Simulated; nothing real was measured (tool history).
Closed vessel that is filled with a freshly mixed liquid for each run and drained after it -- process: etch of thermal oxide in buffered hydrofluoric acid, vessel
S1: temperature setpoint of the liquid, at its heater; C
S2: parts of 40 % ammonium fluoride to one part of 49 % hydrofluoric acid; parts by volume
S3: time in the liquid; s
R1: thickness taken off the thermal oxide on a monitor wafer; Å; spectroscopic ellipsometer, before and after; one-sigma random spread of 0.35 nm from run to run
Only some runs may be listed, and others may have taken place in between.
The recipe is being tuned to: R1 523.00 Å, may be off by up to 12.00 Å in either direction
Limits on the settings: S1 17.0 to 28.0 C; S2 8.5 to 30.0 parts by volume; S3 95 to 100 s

run 1 day=0.000 | S1=20.0 S2=23.5 S3=95 | R1=386.42
run 2 day=0.221 | S1=17.0 S2=23.5 S3=95 | R1=326.32
run 3 day=0.283 | S1=17.0 S2=27.0 S3=95 | R1=298.30
run 4 day=0.479 | S1=17.0 S2=27.0 S3=100 | R1=315.50
run 5 day=0.771 | S1=17.0 S2=30.0 S3=100 | R1=286.54
run 6 day=0.842 | S1=20.0 S2=30.0 S3=100 | R1=343.91
run 7 day=1.162 | S1=20.0 S2=30.0 S3=100 | R1=342.44
run 8 day=1.442 | S1=21.0 S2=30.0 S3=100 | R1=362.09
run 9 day=1.762 | S1=22.0 S2=30.0 S3=100 | R1=388.41
run 10 day=2.071 | S1=22.5 S2=30.0 S3=100 | R1=392.18
run 11 day=2.171 | S1=26.5 S2=29.0 S3=100 | R1=505.30

Exactly one of the 4 candidate moves below puts every result within its allowed miss. Which one?
run A day=2.271 | S1=26.0 S2=27.5 S3=95 | R1=?
run B day=2.271 | S1=25.5 S2=28.0 S3=100 | R1=?
run C day=2.271 | S1=22.5 S2=21.5 S3=100 | R1=?
run D day=2.271 | S1=26.5 S2=25.5 S3=95 | R1=?

move=A R1=488.16
move=B R1=493.92
move=C R1=502.46
move=D R1=528.25
A: lands further from the targets than the last run did
B: lands further from the targets than the last run did
C: lands further from the targets than the last run did
D: in spec on every target
Answer: D
